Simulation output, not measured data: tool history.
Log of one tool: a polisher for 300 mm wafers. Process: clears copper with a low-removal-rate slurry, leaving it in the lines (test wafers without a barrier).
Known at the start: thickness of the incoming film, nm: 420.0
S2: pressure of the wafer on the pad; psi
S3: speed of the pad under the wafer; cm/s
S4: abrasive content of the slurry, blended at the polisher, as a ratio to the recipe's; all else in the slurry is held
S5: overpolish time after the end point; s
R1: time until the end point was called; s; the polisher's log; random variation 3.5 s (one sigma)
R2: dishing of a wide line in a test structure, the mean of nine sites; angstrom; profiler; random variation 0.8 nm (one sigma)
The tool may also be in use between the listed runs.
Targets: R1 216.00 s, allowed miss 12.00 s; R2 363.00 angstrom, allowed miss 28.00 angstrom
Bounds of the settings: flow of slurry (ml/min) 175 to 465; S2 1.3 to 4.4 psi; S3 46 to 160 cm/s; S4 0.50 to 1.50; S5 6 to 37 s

{"run": 1, "hour": 0.0, "flow of slurry (ml/min)": 295, "S2": 2.8, "S3": 102, "S4": 1.0, "S5": 19, "R1": 120.44, "R2": 415.96}
{"run": 2, "hour": 3.8, "flow of slurry (ml/min)": 325, "S2": 2.8, "S3": 102, "S4": 1.0, "S5": 19, "R1": 120.2, "R2": 431.65}
{"run": 3, "hour": 6.5, "flow of slurry (ml/min)": 390, "S2": 2.8, "S3": 102, "S4": 1.0, "S5": 19, "R1": 117.79, "R2": 412.13}
{"run": 4, "hour": 14.7, "flow of slurry (ml/min)": 390, "S2": 2.5, "S3": 100, "S4": 1.0, "S5": 21, "R1": 134.37, "R2": 406.58}
{"run": 5, "hour": 23.4, "flow of slurry (ml/min)": 460, "S2": 2.5, "S3": 100, "S4": 1.0, "S5": 21, "R1": 133.54, "R2": 409.65}
{"run": 6, "hour": 30.9, "flow of slurry (ml/min)": 460, "S2": 2.3, "S3": 98, "S4": 1.0, "S5": 22, "R1": 142.86, "R2": 389.68}
{"run": 7, "hour": 38.1, "flow of slurry (ml/min)": 460, "S2": 2.1, "S3": 96, "S4": 1.0, "S5": 24, "R1": 164.39, "R2": 373.34}
{"run": 8, "hour": 44.3, "flow of slurry (ml/min)": 460, "S2": 2.0, "S3": 96, "S4": 1.0, "S5": 25, "R1": 173.62, "R2": 390.8}
{"run": 9, "hour": 49.7, "flow of slurry (ml/min)": 460, "S2": 1.9, "S3": 96, "S4": 1.0, "S5": 25, "R1": 181.23, "R2": 361.25}
{"run": 10, "hour": 56.6, "flow of slurry (ml/min)": 460, "S2": 1.8, "S3": 96, "S4": 1.0, "S5": 26, "R1": 189.57, "R2": 360.72}
{"run": 11, "hour": 59.0, "flow of slurry (ml/min)": 460, "S2": 1.8, "S3": 96, "S4": 1.0, "S5": 27, "R1": 190.47, "R2": 358.06}
{"run": 12, "hour": 68.0, "flow of slurry (ml/min)": 460, "S2": 1.8, "S3": 96, "S4": 1.0, "S5": 28, "R1": 189.61, "R2": 373.59}
{"run": 13, "hour": 77.0, "flow of slurry (ml/min)": 460, "S2": 1.7, "S3": 96, "S4": 1.0, "S5": 29, "R1": 199.78, "R2": 358.88}
{"run": 14, "hour": 80.3, "flow of slurry (ml/min)": 460, "S2": 1.7, "S3": 96, "S4": 1.0, "S5": 30, "R1": 203.23, "R2": 390.6}

Which of these 4 next moves meets every target?
{"run": "A", "hour": 83.6, "flow of slurry (ml/min)": 460, "S2": 1.7, "S3": 84, "S4": 1.25, "S5": 36, "R1": "?", "R2": "?"}
{"run": "B", "hour": 83.6, "flow of slurry (ml/min)": 375, "S2": 1.7, "S3": 80, "S4": 0.95, "S5": 33, "R1": "?", "R2": "?"}
{"run": "C", "hour": 83.6, "flow of slurry (ml/min)": 465, "S2": 1.9, "S3": 80, "S4": 1.0, "S5": 30, "R1": "?", "R2": "?"}
{"run": "D", "hour": 83.6, "flow of slurry (ml/min)": 465, "S2": 1.5, "S3": 98, "S4": 1.0, "S5": 24, "R1": "?", "R2": "?"}

move=A R1=215.55 R2=413.09
move=B R1=241.97 R2=354.40
move=C R1=212.72 R2=367.47
move=D R1=218.95 R2=294.72
A: brings the result that was furthest off to its target, and leaves another outside
B: takes the result that was furthest off past its target
C: meets every target
D: brings the result that was furthest off to its target, and leaves another outside
The right move is C.
